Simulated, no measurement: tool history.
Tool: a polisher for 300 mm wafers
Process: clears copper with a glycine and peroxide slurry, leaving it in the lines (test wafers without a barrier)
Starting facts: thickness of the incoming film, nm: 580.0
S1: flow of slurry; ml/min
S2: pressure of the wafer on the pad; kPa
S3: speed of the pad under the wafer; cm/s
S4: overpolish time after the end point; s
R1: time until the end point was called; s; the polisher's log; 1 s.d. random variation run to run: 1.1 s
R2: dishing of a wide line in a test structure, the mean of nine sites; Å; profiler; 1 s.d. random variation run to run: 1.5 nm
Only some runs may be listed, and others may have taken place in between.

run,hour,S1,S2,S3,S4,R1,R2
1,0,225,22.8,82,9,100.11,351.85
2,5.8,225,22.8,70,9,110.9,302.34
3,9.7,225,24.8,72,9,103.1,354.06
4,16.5,225,26.9,74,9,93.744,380.13
5,23.7,245,26.9,74,9,94.674,368.16
6,29.7,245,28.3,76,9,86.07,401.48

Expected results for the next run?
7,31.6,245,29,76,9,?,?

R1: 85.851 s
R2: 405.62 Å
